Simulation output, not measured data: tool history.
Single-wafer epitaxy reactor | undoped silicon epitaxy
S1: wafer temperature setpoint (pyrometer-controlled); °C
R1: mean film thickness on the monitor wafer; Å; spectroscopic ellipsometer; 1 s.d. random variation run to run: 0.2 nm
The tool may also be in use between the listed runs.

Run 1, hour 0.0: S1 670 °C, deposition time (s) 258. Result: R1 611.39 Å.
Run 2, hour 8.4: S1 666 °C, deposition time (s) 258. Result: R1 560.64 Å.
Run 3, hour 11.0: S1 663 °C, deposition time (s) 258. Result: R1 522.83 Å.
Run 4, hour 11.5: S1 661 °C, deposition time (s) 258. Result: R1 496.57 Å.
Run 5, hour 18.9: S1 659 °C, deposition time (s) 258. Result: R1 465.91 Å.
Run 6, hour 21.1: S1 659 °C, deposition time (s) 292. Result: R1 532.33 Å.
Run 7, hour 28.8: S1 657 °C, deposition time (s) 292. Result: R1 505.31 Å.
Run 8, hour 31.2: S1 655 °C, deposition time (s) 292. Result: R1 479.98 Å.

What will run 9 give?
Run 9, hour 32.7: S1 646 °C, deposition time (s) 291. Result: R1 ?.

{"run 9": {"R1": 386.54}}
